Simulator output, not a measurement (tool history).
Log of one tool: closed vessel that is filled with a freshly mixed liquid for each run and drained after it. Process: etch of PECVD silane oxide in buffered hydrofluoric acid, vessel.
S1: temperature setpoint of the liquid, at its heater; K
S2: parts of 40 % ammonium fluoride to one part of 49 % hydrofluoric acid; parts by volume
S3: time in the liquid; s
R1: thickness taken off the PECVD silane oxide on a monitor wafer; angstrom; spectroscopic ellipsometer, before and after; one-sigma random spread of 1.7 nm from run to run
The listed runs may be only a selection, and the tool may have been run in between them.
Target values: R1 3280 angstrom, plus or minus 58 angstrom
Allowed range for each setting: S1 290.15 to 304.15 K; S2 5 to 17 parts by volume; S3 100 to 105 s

run    day      S1    S2   S3      R1
  1      0  296.15  10.5  100  4183.2
  2  0.217  296.15  10.5  100  4162.9
  3  0.575  296.15   9.5  100  4522.8
  4  0.675  295.65   9.5  100  4415.9
  5  0.712  295.15   9.5  100  4272.8
  6  0.767  294.65   9.5  100  4169.9
  7  1.033  294.15   9.5  100  4080.1
  8  1.188  293.65   9.5  100  3975.2
  9    1.5  293.15   9.5  100  3812.3
 10  1.746  292.65   9.5  100  3743.8
 11  1.862  292.15   9.5  100  3626.1
 12  1.883  291.15   9.5  100  3432.2

Consider the 4 candidate settings below. Which is the only one whose results all fall within their allowed miss of target?
  A  1.904  290.65  9.5  105   ?
  B  1.904  291.15  9.5  105   ?
  C  1.904  290.65    9  100   ?
  D  1.904  291.65   11  105   ?

move      R1
   A  3515.8
   B  3617.1
   C  3464.3
   D    3283
A: lands further from the targets than the last run did
B: lands further from the targets than the last run did
C: lands further from the targets than the last run did
D: hits every target within its allowed miss
Go with D: it meets all targets.
